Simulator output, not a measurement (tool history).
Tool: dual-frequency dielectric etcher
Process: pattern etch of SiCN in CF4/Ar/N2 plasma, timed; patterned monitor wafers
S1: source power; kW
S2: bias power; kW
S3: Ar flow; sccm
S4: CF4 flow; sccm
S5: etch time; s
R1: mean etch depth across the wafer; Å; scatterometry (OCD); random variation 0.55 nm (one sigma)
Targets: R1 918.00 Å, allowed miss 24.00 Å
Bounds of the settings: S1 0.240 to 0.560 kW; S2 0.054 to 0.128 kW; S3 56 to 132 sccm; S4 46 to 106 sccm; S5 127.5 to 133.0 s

run,hour,S1,S2,S3,S4,S5,R1
1,0.0,0.400,0.091,94,76,127.5,1102.40
2,4.3,0.380,0.090,94,76,127.5,1072.00
3,12.4,0.380,0.090,94,76,133.0,1109.40
4,14.6,0.410,0.090,94,76,133.0,1179.10
5,22.5,0.410,0.090,82,76,133.0,1190.30
6,23.8,0.410,0.090,82,71,133.0,1164.10
7,29.4,0.370,0.089,82,71,133.0,1085.80
8,30.2,0.340,0.088,82,71,133.0,1004.80
9,37.4,0.340,0.088,82,71,133.0,1016.40
10,45.6,0.320,0.087,82,71,133.0,976.40
11,48.3,0.310,0.087,82,71,133.0,956.49

5 next moves are on the table. One of them brings every result within its allowed miss. Which?
A,51.0,0.290,0.079,81,78,129.0,?
B,51.0,0.280,0.093,78,81,132.0,?
C,51.0,0.270,0.098,63,73,127.5,?
D,51.0,0.270,0.090,73,97,127.5,?
E,51.0,0.320,0.089,84,84,133.0,?

move,R1
A,872.08
B,909.50
C,867.92
D,876.44
E,997.31
A: takes the result that was furthest off past its target
B: meets every target
C: takes the result that was furthest off past its target
D: takes the result that was furthest off past its target
E: further off than the last run
The right move is B.
